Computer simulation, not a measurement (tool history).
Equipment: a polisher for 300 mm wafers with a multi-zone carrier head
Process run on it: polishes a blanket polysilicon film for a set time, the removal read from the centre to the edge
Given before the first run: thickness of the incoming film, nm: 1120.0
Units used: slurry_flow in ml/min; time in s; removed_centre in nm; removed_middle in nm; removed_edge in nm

Run 1, hour 0.0: slurry_flow 125 ml/min, centre_zone 1.00, middle_zone 1.00, edge_zone 1.00, time 35 s. Result: removed_centre 410.14 nm, removed_middle 406.99 nm, removed_edge 436.96 nm.
Run 2, hour 7.8: slurry_flow 140 ml/min, centre_zone 1.03, middle_zone 0.98, edge_zone 1.05, time 36 s. Result: removed_centre 445.71 nm, removed_middle 421.92 nm, removed_edge 462.59 nm.
Run 3, hour 10.1: slurry_flow 140 ml/min, centre_zone 1.03, middle_zone 0.93, edge_zone 1.05, time 36 s. Result: removed_centre 447.41 nm, removed_middle 411.19 nm, removed_edge 467.22 nm.
Run 4, hour 13.4: slurry_flow 150 ml/min, centre_zone 1.05, middle_zone 0.91, edge_zone 1.08, time 37 s. Result: removed_centre 482.84 nm, removed_middle 420.57 nm, removed_edge 495.98 nm.
Run 5, hour 15.3: slurry_flow 150 ml/min, centre_zone 1.05, middle_zone 0.91, edge_zone 1.08, time 29 s. Result: removed_centre 371.90 nm, removed_middle 325.72 nm, removed_edge 388.31 nm.
Run 6, hour 23.2: slurry_flow 135 ml/min, centre_zone 1.05, middle_zone 0.91, edge_zone 1.08, time 29 s. Result: removed_centre 364.50 nm, removed_middle 316.05 nm, removed_edge 376.18 nm.
Run 7, hour 27.1: slurry_flow 170 ml/min, centre_zone 1.15, middle_zone 0.94, edge_zone 1.18, time 39 s. Result: removed_centre 567.20 nm, removed_middle 464.90 nm, removed_edge 553.11 nm.
Run 8, hour 30.9: slurry_flow 170 ml/min, centre_zone 1.15, middle_zone 0.93, edge_zone 1.18, time 39 s. Result: removed_centre 562.75 nm, removed_middle 450.69 nm, removed_edge 549.98 nm.

For run 9, what comes out?
Run 9, hour 33.2: slurry_flow 175 ml/min, centre_zone 1.15, middle_zone 0.93, edge_zone 1.18, time 39 s. Result: removed_centre ?, removed_middle ?, removed_edge ?.

removed_centre: 572.88 nm
removed_middle: 452.69 nm
removed_edge: 549.70 nm

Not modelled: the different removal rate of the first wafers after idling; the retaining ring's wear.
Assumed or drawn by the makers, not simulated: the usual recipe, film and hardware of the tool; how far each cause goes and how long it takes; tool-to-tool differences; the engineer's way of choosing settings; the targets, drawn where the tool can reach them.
